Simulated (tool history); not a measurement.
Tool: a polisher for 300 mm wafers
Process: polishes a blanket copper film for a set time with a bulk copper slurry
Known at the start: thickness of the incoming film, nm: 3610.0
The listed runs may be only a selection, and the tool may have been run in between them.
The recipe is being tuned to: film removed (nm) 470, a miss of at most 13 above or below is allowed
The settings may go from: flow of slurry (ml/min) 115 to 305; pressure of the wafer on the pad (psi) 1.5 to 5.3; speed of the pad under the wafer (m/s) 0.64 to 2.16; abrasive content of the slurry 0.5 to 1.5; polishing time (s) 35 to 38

run,hour,flow of slurry (ml/min),pressure of the wafer on the pad (psi),speed of the pad under the wafer (m/s),abrasive content of the slurry,polishing time (s),film removed (nm)
1,0,195,3.4,1.4,1,38,595.06
2,1.1,190,3.2,1.4,1,38,557.19
3,4.1,185,3,1.4,1,38,525.4
4,8,185,3,1.4,1,35,482.33
5,10.4,185,3,1.4,1.1,35,493.2
6,16.3,225,3,1.4,1.1,35,511.91
7,21.1,215,2.9,1.4,1.1,35,490.24
8,23.8,210,2.9,1.4,1.1,35,486.58
9,29.1,205,2.9,1.4,1.1,35,479.02

4 next moves are on the table. One of them brings every result within its allowed miss. Which?
A,34.4,195,2.8,1.3,1.15,38,?
B,34.4,190,2.7,1.46,1.05,38,?
C,34.4,255,3.3,1.28,1.25,35,?
D,34.4,200,2.8,1.5,1.1,35,?

move,film removed (nm)
A,472.54
B,499.37
C,525.53
D,496.61
A: all results in spec
B: moves away from the targets compared with the last run
C: moves away from the targets compared with the last run
D: moves away from the targets compared with the last run
A is the move that brings every result within its allowed miss.

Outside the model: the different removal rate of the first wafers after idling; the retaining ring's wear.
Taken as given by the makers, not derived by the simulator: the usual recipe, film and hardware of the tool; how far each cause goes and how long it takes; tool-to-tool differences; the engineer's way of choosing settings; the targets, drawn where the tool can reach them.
